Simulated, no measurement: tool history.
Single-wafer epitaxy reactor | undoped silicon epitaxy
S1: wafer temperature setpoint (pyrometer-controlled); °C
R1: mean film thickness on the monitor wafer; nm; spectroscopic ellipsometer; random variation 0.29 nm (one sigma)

Run 1, day 0.000: S1 670 °C, deposition time (s) 282. Result: R1 70.159 nm.
Run 2, day 0.071: S1 663 °C, deposition time (s) 282. Result: R1 59.121 nm.
Run 3, day 0.354: S1 661 °C, deposition time (s) 282. Result: R1 56.365 nm.
Run 4, day 0.575: S1 669 °C, deposition time (s) 282. Result: R1 68.864 nm.
Run 5, day 0.738: S1 665 °C, deposition time (s) 282. Result: R1 62.107 nm.
Run 6, day 0.912: S1 661 °C, deposition time (s) 282. Result: R1 56.229 nm.
Run 7, day 1.292: S1 661 °C, deposition time (s) 282. Result: R1 56.468 nm.

Forecast run 8:
Run 8, day 1.321: S1 659 °C, deposition time (s) 282. Result: R1 ?.

Run 8 gave R1 53.896 nm.
